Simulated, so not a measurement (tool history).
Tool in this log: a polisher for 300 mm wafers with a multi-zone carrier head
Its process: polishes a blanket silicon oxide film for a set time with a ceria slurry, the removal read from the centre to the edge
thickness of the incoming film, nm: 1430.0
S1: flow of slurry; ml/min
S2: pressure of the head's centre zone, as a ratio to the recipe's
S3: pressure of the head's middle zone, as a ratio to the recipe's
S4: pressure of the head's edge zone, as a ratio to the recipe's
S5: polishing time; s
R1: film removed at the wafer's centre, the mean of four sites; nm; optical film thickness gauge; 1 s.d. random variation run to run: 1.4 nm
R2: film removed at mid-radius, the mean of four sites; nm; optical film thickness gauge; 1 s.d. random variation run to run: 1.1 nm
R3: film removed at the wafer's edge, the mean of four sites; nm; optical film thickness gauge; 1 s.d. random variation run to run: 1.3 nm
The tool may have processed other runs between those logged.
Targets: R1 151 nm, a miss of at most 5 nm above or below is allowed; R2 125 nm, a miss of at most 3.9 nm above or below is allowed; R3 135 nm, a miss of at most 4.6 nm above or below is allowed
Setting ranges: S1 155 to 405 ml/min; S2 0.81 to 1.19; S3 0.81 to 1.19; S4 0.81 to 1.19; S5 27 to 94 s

Run 1, hour 0: S1 260 ml/min, S2 1, S3 1, S4 1, S5 60 s. Result: R1 225.17 nm, R2 216.99 nm, R3 225.39 nm.
Run 2, hour 8.9: S1 260 ml/min, S2 1, S3 0.97, S4 1, S5 60 s. Result: R1 222.74 nm, R2 213.92 nm, R3 225.1 nm.
Run 3, hour 15.4: S1 260 ml/min, S2 1, S3 1.05, S4 1, S5 60 s. Result: R1 223.13 nm, R2 225.59 nm, R3 221.66 nm.
Run 4, hour 17.3: S1 260 ml/min, S2 1.04, S3 1.05, S4 1, S5 60 s. Result: R1 232.97 nm, R2 220.61 nm, R3 220.32 nm.
Run 5, hour 19.4: S1 260 ml/min, S2 1.04, S3 1.01, S4 1, S5 60 s. Result: R1 234.66 nm, R2 215.58 nm, R3 219.24 nm.
Run 6, hour 26.3: S1 260 ml/min, S2 1.04, S3 1.05, S4 1, S5 60 s. Result: R1 230.07 nm, R2 227.8 nm, R3 222.17 nm.
Run 7, hour 29.1: S1 255 ml/min, S2 1.04, S3 1.02, S4 0.98, S5 55 s. Result: R1 215.46 nm, R2 200.92 nm, R3 203.84 nm.
Run 8, hour 36.3: S1 255 ml/min, S2 1.05, S3 1.01, S4 0.97, S5 50 s. Result: R1 193.66 nm, R2 180.38 nm, R3 183.45 nm.
Run 9, hour 37.1: S1 250 ml/min, S2 1.06, S3 0.99, S4 0.95, S5 47 s. Result: R1 187.48 nm, R2 167.06 nm, R3 171.98 nm.
Run 10, hour 42.7: S1 245 ml/min, S2 1.06, S3 0.97, S4 0.93, S5 45 s. Result: R1 177.15 nm, R2 158.36 nm, R3 159.82 nm.
Run 11, hour 45.6: S1 240 ml/min, S2 1.06, S3 0.94, S4 0.92, S5 44 s. Result: R1 171.08 nm, R2 149.67 nm, R3 157.57 nm.
Run 12, hour 51.1: S1 235 ml/min, S2 1.06, S3 0.92, S4 0.9, S5 43 s. Result: R1 166.31 nm, R2 143.75 nm, R3 150.84 nm.
Run 13, hour 59.1: S1 235 ml/min, S2 1.06, S3 0.92, S4 0.9, S5 43 s. Result: R1 169.42 nm, R2 143.92 nm, R3 149.55 nm.
Run 14, hour 65.7: S1 210 ml/min, S2 1.01, S3 0.83, S4 0.82, S5 39 s. Result: R1 142.81 nm, R2 115.48 nm, R3 129.48 nm.
Run 15, hour 73.5: S1 210 ml/min, S2 1.01, S3 0.83, S4 0.82, S5 39 s. Result: R1 142.04 nm, R2 116.5 nm, R3 129.08 nm.
Run 16, hour 75: S1 220 ml/min, S2 1.01, S3 0.84, S4 0.82, S5 39 s. Result: R1 141.68 nm, R2 119.41 nm, R3 131.12 nm.
Run 17, hour 77.9: S1 225 ml/min, S2 1.02, S3 0.84, S4 0.82, S5 39 s. Result: R1 143.51 nm, R2 120.04 nm, R3 132.72 nm.
Run 18, hour 82.1: S1 230 ml/min, S2 1.03, S3 0.84, S4 0.82, S5 39 s. Result: R1 148.15 nm, R2 119.76 nm, R3 130.65 nm.

Of the 5 settings listed for the next run, only one would bring every result within its allowed miss of target. Which one?
Run A, hour 86.3: S1 205 ml/min, S2 0.98, S3 0.92, S4 0.82, S5 39 s. Result: R1 ?, R2 ?, R3 ?.
Run B, hour 86.3: S1 380 ml/min, S2 1.19, S3 1, S4 0.81, S5 34 s. Result: R1 ?, R2 ?, R3 ?.
Run C, hour 86.3: S1 170 ml/min, S2 1.02, S3 0.85, S4 0.81, S5 39 s. Result: R1 ?, R2 ?, R3 ?.
Run D, hour 86.3: S1 205 ml/min, S2 1.06, S3 0.91, S4 0.81, S5 36 s. Result: R1 ?, R2 ?, R3 ?.
Run E, hour 86.3: S1 345 ml/min, S2 1.01, S3 0.85, S4 0.81, S5 39 s. Result: R1 ?, R2 ?, R3 ?.

move      R1      R2      R3
   A  136.64  128.37  128.72
   B  156.97  128.87  117.87
   C  136.77   116.1  124.99
   D   136.5  117.37  118.27
   E  151.11  128.17  134.62
A: meets the target for the result that was furthest off, but another lies outside its allowed miss
B: meets the target for the result that was furthest off, but another lies outside its allowed miss
C: its largest miss is bigger than the last run's
D: its largest miss is bigger than the last run's
E: every result lands within tolerance
Go with E: it meets all targets.
